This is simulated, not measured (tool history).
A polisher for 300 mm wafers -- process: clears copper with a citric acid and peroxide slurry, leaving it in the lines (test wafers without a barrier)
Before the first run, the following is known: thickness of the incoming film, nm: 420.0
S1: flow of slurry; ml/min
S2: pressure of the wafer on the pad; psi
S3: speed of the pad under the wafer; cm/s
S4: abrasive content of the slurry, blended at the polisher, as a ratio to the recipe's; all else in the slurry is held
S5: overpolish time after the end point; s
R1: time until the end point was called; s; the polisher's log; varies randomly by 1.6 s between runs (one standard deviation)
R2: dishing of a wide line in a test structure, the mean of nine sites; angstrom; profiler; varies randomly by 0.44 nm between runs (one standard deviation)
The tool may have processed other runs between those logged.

run  hour   S1   S2  S3  S4  S5      R1      R2
  1     0  240    4  86   1  13  161.55   215.8
  2   4.2  290    4  86   1  13   159.5  231.11
  3  11.9  290  4.4  86   1  11  140.73  215.67
  4  15.9  290  4.4  68   1  11  165.78  190.82
  5  24.9  290  4.8  68   1   9  155.79  168.85
  6  26.3  290  4.8  84   1   9   136.8  193.93
  7  27.3  295  5.1  84   1   8  127.09  185.31
  8  30.2  295  5.2  84   1   8  126.31  187.01

Run 9 comes next. What will it give?
  9  36.1  300  5.3  84   1   7   ?   ?

Run 9 produced R1 122.01 s, R2 175.95 angstrom.
